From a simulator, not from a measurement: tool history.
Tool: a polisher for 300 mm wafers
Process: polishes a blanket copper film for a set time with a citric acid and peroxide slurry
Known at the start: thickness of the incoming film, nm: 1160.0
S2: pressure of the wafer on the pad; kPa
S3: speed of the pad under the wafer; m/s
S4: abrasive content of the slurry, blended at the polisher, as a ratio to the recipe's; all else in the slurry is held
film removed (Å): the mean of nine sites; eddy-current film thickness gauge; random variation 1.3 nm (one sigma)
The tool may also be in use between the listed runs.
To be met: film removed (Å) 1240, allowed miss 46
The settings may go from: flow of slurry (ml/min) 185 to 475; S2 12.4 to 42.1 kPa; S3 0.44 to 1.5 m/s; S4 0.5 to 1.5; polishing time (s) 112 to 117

run 1 hour=0 | flow_of_slurry_(ml/min)=305 S2=26.9 S3=0.96 S4=1 polishing_time_(s)=112 | film_removed_(Å)=3601.4
run 2 hour=4.5 | flow_of_slurry_(ml/min)=305 S2=26.9 S3=1.1 S4=1 polishing_time_(s)=112 | film_removed_(Å)=4090.1
run 3 hour=8.8 | flow_of_slurry_(ml/min)=295 S2=22.8 S3=0.9 S4=0.95 polishing_time_(s)=112 | film_removed_(Å)=2835.9
run 4 hour=17.5 | flow_of_slurry_(ml/min)=295 S2=22.8 S3=0.9 S4=0.95 polishing_time_(s)=112 | film_removed_(Å)=2863.8
run 5 hour=22.8 | flow_of_slurry_(ml/min)=295 S2=22.8 S3=0.9 S4=0.95 polishing_time_(s)=112 | film_removed_(Å)=2825.7
run 6 hour=23.6 | flow_of_slurry_(ml/min)=295 S2=22.8 S3=0.9 S4=1.05 polishing_time_(s)=112 | film_removed_(Å)=2874.4
run 7 hour=25.7 | flow_of_slurry_(ml/min)=295 S2=22.8 S3=0.9 S4=1.05 polishing_time_(s)=112 | film_removed_(Å)=2906.6
run 8 hour=27.3 | flow_of_slurry_(ml/min)=290 S2=19.3 S3=0.76 S4=1.05 polishing_time_(s)=112 | film_removed_(Å)=2155.1
run 9 hour=30.3 | flow_of_slurry_(ml/min)=290 S2=17.2 S3=0.68 S4=1.05 polishing_time_(s)=112 | film_removed_(Å)=1689.9
run 10 hour=33.2 | flow_of_slurry_(ml/min)=290 S2=17.2 S3=0.68 S4=1.05 polishing_time_(s)=112 | film_removed_(Å)=1709.5
run 11 hour=39.2 | flow_of_slurry_(ml/min)=285 S2=12.4 S3=0.52 S4=1.05 polishing_time_(s)=112 | film_removed_(Å)=985.74
run 12 hour=46.3 | flow_of_slurry_(ml/min)=285 S2=13.8 S3=0.52 S4=1.05 polishing_time_(s)=112 | film_removed_(Å)=1082.2
run 13 hour=51.3 | flow_of_slurry_(ml/min)=285 S2=14.5 S3=0.52 S4=1.05 polishing_time_(s)=112 | film_removed_(Å)=1129.1
run 14 hour=53.6 | flow_of_slurry_(ml/min)=285 S2=15.2 S3=0.52 S4=1.05 polishing_time_(s)=112 | film_removed_(Å)=1175.5

5 next moves are on the table. One of them brings every result within its allowed miss. Which?
run A hour=55.9 | flow_of_slurry_(ml/min)=335 S2=18.6 S3=0.5 S4=0.95 polishing_time_(s)=112 | film_removed_(Å)=?
run B hour=55.9 | flow_of_slurry_(ml/min)=320 S2=17.9 S3=0.48 S4=1.05 polishing_time_(s)=117 | film_removed_(Å)=?
run C hour=55.9 | flow_of_slurry_(ml/min)=250 S2=17.9 S3=0.48 S4=1.05 polishing_time_(s)=112 | film_removed_(Å)=?
run D hour=55.9 | flow_of_slurry_(ml/min)=255 S2=15.9 S3=0.46 S4=1 polishing_time_(s)=113 | film_removed_(Å)=?
run E hour=55.9 | flow_of_slurry_(ml/min)=310 S2=16.5 S3=0.54 S4=1 polishing_time_(s)=112 | film_removed_(Å)=?

move=A film_removed_(Å)=1350.8
move=B film_removed_(Å)=1336.9
move=C film_removed_(Å)=1238.7
move=D film_removed_(Å)=1063.6
move=E film_removed_(Å)=1304.6
A: takes the result that was furthest off past its target
B: takes the result that was furthest off past its target
C: meets every target
D: further off than the last run
E: takes the result that was furthest off past its target
The right move is C.
